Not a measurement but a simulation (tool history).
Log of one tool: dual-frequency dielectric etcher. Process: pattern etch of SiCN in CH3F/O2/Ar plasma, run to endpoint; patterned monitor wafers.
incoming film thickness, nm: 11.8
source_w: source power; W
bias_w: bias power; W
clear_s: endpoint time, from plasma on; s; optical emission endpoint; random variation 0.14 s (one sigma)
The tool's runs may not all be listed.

Run 1, hour 0: source_w 380 W, bias_w 90 W. Result: clear_s 29.085 s.
Run 2, hour 8.5: source_w 380 W, bias_w 83 W. Result: clear_s 30.124 s.
Run 3, hour 11.2: source_w 380 W, bias_w 74 W. Result: clear_s 30.827 s.
Run 4, hour 14.7: source_w 400 W, bias_w 75 W. Result: clear_s 30.062 s.
Run 5, hour 17.7: source_w 370 W, bias_w 75 W. Result: clear_s 31.186 s.
Run 6, hour 22.9: source_w 320 W, bias_w 75 W. Result: clear_s 33.162 s.

The next listed run, before its measurement:
Run 7, hour 26.9: source_w 340 W, bias_w 76 W. Result: clear_s ?.

clear_s: 31.999 s
